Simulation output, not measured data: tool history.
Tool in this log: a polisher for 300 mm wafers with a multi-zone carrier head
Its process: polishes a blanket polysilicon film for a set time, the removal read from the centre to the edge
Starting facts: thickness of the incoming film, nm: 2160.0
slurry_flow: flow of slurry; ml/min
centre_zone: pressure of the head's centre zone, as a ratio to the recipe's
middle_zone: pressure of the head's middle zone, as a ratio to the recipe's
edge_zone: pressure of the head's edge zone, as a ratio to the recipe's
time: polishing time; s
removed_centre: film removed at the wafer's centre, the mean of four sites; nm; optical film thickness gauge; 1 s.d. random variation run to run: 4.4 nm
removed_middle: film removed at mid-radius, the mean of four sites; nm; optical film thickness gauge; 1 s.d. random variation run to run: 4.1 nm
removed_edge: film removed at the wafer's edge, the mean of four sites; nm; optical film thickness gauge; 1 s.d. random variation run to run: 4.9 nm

run	day	slurry_flow	centre_zone	middle_zone	edge_zone	time	removed_centre	removed_middle	removed_edge
1	0	240	1	1	1	61	354.03	357.43	348.96
2	0.271	240	0.92	1	1	61	324.98	356.68	351.67
3	0.325	240	0.92	1.07	1	61	323.04	374.94	355.13
4	0.421	185	0.92	1.07	1	61	309.47	365.32	347.89
5	0.788	195	0.92	1.09	1.01	62	317.27	377.65	349.59
6	0.971	195	0.92	1.09	1.01	48	248.67	294.94	272.33
7	1.133	200	0.92	1.1	1.02	51	267.53	312.83	288.94

For run 8, what comes out?
8	1.412	205	0.91	1.11	1.03	54	?	?	?

{"run 8": {"removed_centre": 276.27, "removed_middle": 340.38, "removed_edge": 311.92}}
